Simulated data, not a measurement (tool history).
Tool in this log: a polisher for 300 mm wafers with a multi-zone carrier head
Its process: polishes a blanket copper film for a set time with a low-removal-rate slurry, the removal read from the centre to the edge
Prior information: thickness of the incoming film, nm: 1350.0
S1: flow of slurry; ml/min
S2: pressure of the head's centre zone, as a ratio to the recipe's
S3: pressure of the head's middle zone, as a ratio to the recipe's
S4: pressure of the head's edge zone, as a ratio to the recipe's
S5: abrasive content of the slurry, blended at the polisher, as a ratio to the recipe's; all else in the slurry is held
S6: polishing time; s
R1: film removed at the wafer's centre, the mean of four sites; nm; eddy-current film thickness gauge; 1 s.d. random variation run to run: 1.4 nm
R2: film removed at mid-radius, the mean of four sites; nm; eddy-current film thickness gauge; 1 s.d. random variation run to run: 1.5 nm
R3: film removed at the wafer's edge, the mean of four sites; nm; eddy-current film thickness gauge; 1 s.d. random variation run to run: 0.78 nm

run	hour	S1	S2	S3	S4	S5	S6	R1	R2	R3
1	0	150	1	1	1	1	34	98.581	100.79	95.589
2	3.4	175	1	1	1	1	34	101.73	103.44	96.224
3	7.2	175	1	1	1	1.2	34	105.91	107.45	101.52
4	8.5	175	1.08	1	1	1.2	34	113.53	107.1	101.53
5	10	185	1.1	1.03	1.03	1.25	35	121.88	114.69	107.08
6	18.5	190	1.11	1.05	1.05	1.3	36	128.23	119.58	113.1
7	21.3	195	1.12	1.08	1.06	1.35	37	135.39	128.15	117.9
8	25.5	200	1.13	1.1	1.08	1.4	37	137.89	130.71	119.95
9	29.3	205	1.14	1.11	1.09	1.4	37	139.56	132.39	122.11
10	37.2	210	1.15	1.12	1.1	1.4	37	139.42	134.12	122.27
11	41.2	215	1.16	1.13	1.11	1.4	37	142.55	135.75	124.63
12	43.8	220	1.17	1.14	1.11	1.4	37	143.82	136.25	123.69

Run 13 comes next. What will it give?
# hour 50.8: edge zone pressure recalibrated
13	50.8	220	1.17	1.14	1.12	1.4	37	?	?	?

{"run 13": {"R1": 143.06, "R2": 137.57, "R3": 129.66}}
